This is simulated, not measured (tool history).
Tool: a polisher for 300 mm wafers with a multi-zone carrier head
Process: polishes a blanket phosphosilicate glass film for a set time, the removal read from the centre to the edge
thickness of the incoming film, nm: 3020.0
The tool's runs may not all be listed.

run,hour,flow of slurry (ml/min),pressure of the head's centre zone,pressure of the head's middle zone,pressure of the head's edge zone,abrasive content of the slurry,polishing time (s),film removed at the wafer's centre (Å),film removed at mid-radius (Å),film removed at the wafer's edge (Å)
1,0.0,140,1.00,1.00,1.00,1.00,36,3927.8,4036.0,3768.6
2,4.4,140,1.00,1.00,1.00,1.15,36,4197.8,4175.0,4040.5
3,12.5,140,0.93,1.00,1.00,1.15,36,3891.6,4259.2,4112.0
4,21.4,160,0.93,1.00,1.00,1.15,36,4039.6,4274.0,4198.7
5,26.6,170,0.94,1.02,1.00,1.15,36,3982.2,4349.6,4161.3
6,32.6,170,0.94,1.02,1.00,1.00,36,3865.0,4212.7,3930.7
7,39.0,175,0.96,1.03,1.02,1.05,36,3999.1,4303.8,4060.6
8,43.8,180,0.98,1.04,1.03,1.10,36,4275.9,4407.5,4252.3

Forecast run 9:
9,45.0,185,0.99,1.05,1.03,1.10,36,?,?,?

film removed at the wafer's centre (Å): 4326.8
film removed at mid-radius (Å): 4465.8
film removed at the wafer's edge (Å): 4166.4
